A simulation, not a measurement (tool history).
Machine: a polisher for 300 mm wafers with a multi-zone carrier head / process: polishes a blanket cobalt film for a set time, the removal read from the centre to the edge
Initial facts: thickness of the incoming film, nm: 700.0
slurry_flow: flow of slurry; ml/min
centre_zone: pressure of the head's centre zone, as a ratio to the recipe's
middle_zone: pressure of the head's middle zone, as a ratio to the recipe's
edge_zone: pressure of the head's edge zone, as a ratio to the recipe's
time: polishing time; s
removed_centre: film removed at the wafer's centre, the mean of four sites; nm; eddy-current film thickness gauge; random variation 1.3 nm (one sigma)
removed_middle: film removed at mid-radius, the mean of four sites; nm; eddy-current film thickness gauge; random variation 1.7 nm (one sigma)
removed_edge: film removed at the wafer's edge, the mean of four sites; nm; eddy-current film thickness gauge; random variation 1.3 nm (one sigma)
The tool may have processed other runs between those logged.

{"run": 1, "day": 0.0, "slurry_flow": 195, "centre_zone": 1.0, "middle_zone": 1.0, "edge_zone": 1.0, "time": 42, "removed_centre": 214.65, "removed_middle": 223.53, "removed_edge": 222.23}
{"run": 2, "day": 0.246, "slurry_flow": 195, "centre_zone": 1.0, "middle_zone": 1.0, "edge_zone": 1.0, "time": 50, "removed_centre": 255.05, "removed_middle": 261.52, "removed_edge": 265.48}
{"run": 3, "day": 0.383, "slurry_flow": 195, "centre_zone": 1.07, "middle_zone": 1.0, "edge_zone": 1.0, "time": 50, "removed_centre": 274.66, "removed_middle": 266.47, "removed_edge": 263.53}
{"run": 4, "day": 0.512, "slurry_flow": 180, "centre_zone": 1.01, "middle_zone": 0.98, "edge_zone": 0.97, "time": 41, "removed_centre": 200.36, "removed_middle": 207.27, "removed_edge": 210.35}
{"run": 5, "day": 0.862, "slurry_flow": 180, "centre_zone": 1.01, "middle_zone": 0.98, "edge_zone": 1.04, "time": 41, "removed_centre": 203.16, "removed_middle": 211.17, "removed_edge": 213.64}
{"run": 6, "day": 0.967, "slurry_flow": 170, "centre_zone": 1.0, "middle_zone": 0.98, "edge_zone": 1.03, "time": 35, "removed_centre": 169.33, "removed_middle": 175.09, "removed_edge": 178.45}

Run 7, settings as shown, results not yet in. Your forecast:
{"day": 1.075, "done": "slurry nozzle cleaned"}
{"run": 7, "day": 1.075, "slurry_flow": 160, "centre_zone": 0.98, "middle_zone": 0.99, "edge_zone": 1.03, "time": 32, "removed_centre": "?", "removed_middle": "?", "removed_edge": "?"}

Run 7 measured removed_centre 172.21 nm, removed_middle 179.00 nm, removed_edge 175.79 nm.
